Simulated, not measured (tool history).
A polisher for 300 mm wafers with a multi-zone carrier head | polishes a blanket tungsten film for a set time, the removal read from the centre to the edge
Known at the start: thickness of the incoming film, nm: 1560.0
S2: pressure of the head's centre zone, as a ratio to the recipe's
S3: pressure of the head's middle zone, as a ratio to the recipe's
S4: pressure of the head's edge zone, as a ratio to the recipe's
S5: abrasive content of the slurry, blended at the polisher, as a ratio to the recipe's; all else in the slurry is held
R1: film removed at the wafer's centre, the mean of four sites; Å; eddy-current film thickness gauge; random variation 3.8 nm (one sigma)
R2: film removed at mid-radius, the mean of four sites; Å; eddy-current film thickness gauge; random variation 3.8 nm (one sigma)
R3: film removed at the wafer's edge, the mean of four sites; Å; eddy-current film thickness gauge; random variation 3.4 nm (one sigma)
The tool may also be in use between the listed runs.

run 1 hour=0.0 | flow_of_slurry_(ml/min)=195 S2=1.00 S3=1.00 S4=1.00 S5=1.00 polishing_time_(s)=41 | R1=2279.1 R2=2272.8 R3=2134.7
run 2 hour=3.2 | flow_of_slurry_(ml/min)=205 S2=1.02 S3=1.02 S4=1.02 S5=1.10 polishing_time_(s)=41 | R1=2384.6 R2=2330.0 R3=2246.1
run 3 hour=3.9 | flow_of_slurry_(ml/min)=205 S2=1.05 S3=1.02 S4=1.02 S5=1.10 polishing_time_(s)=41 | R1=2471.6 R2=2362.7 R3=2265.5
run 4 hour=8.3 | flow_of_slurry_(ml/min)=210 S2=1.07 S3=1.05 S4=1.02 S5=1.15 polishing_time_(s)=41 | R1=2482.7 R2=2386.9 R3=2315.9
run 5 hour=9.8 | flow_of_slurry_(ml/min)=210 S2=1.07 S3=1.11 S4=1.02 S5=1.15 polishing_time_(s)=41 | R1=2511.9 R2=2534.1 R3=2304.8
run 6 hour=17.5 | flow_of_slurry_(ml/min)=210 S2=1.07 S3=1.11 S4=1.02 S5=1.15 polishing_time_(s)=33 | R1=1957.5 R2=2059.3 R3=1885.3
run 7 hour=20.2 | flow_of_slurry_(ml/min)=215 S2=1.09 S3=1.13 S4=1.01 S5=1.20 polishing_time_(s)=35 | R1=2230.7 R2=2276.1 R3=2004.2
run 8 hour=28.8 | flow_of_slurry_(ml/min)=220 S2=1.10 S3=1.14 S4=1.02 S5=1.30 polishing_time_(s)=36 | R1=2346.3 R2=2348.2 R3=2152.3
run 9 hour=34.7 | flow_of_slurry_(ml/min)=220 S2=1.10 S3=1.14 S4=1.02 S5=1.30 polishing_time_(s)=36 | R1=2358.6 R2=2372.2 R3=2161.4
run 10 hour=37.7 | flow_of_slurry_(ml/min)=225 S2=1.11 S3=1.15 S4=1.01 S5=1.35 polishing_time_(s)=37 | R1=2504.7 R2=2463.7 R3=2208.3

The next listed run, before its measurement:
run 11 hour=42.9 | flow_of_slurry_(ml/min)=230 S2=1.11 S3=1.16 S4=1.01 S5=1.40 polishing_time_(s)=38 | R1=? R2=? R3=?

{"run 11": {"R1": 2542.9, "R2": 2590.6, "R3": 2309.9}}
